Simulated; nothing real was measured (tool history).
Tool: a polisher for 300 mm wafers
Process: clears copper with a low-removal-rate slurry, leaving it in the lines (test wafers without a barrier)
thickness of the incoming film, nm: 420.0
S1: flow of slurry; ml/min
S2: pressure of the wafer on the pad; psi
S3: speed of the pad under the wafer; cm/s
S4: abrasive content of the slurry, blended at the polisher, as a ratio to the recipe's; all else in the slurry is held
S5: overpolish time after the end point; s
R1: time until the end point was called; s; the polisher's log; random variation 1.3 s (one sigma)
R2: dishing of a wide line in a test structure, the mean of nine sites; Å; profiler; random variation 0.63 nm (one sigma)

{"run": 1, "hour": 0.0, "S1": 230, "S2": 4.1, "S3": 128, "S4": 1, "S5": 10, "R1": 66.28, "R2": 364.63}
{"run": 2, "hour": 2.5, "S1": 230, "S2": 4.1, "S3": 152, "S4": 1, "S5": 10, "R1": 54.808, "R2": 400.46}
{"run": 3, "hour": 6.0, "S1": 230, "S2": 4.1, "S3": 178, "S4": 1, "S5": 10, "R1": 47.337, "R2": 467.87}
{"run": 4, "hour": 10.8, "S1": 230, "S2": 4.1, "S3": 178, "S4": 0.9, "S5": 10, "R1": 48.582, "R2": 444.38}
{"run": 5, "hour": 19.5, "S1": 230, "S2": 3.7, "S3": 166, "S4": 0.9, "S5": 11, "R1": 56.015, "R2": 423.42}
{"run": 6, "hour": 22.5, "S1": 230, "S2": 3.3, "S3": 152, "S4": 0.9, "S5": 12, "R1": 65.755, "R2": 410.27}
{"run": 7, "hour": 29.3, "S1": 230, "S2": 3, "S3": 140, "S4": 0.9, "S5": 13, "R1": 76.575, "R2": 389}
{"run": 8, "hour": 31.6, "S1": 230, "S2": 2.8, "S3": 132, "S4": 0.9, "S5": 13, "R1": 84.819, "R2": 372.67}

Forecast run 9:
{"run": 9, "hour": 35.9, "S1": 230, "S2": 2.6, "S3": 126, "S4": 0.9, "S5": 13, "R1": "?", "R2": "?"}

{"run 9": {"R1": 89.722, "R2": 343.16}}
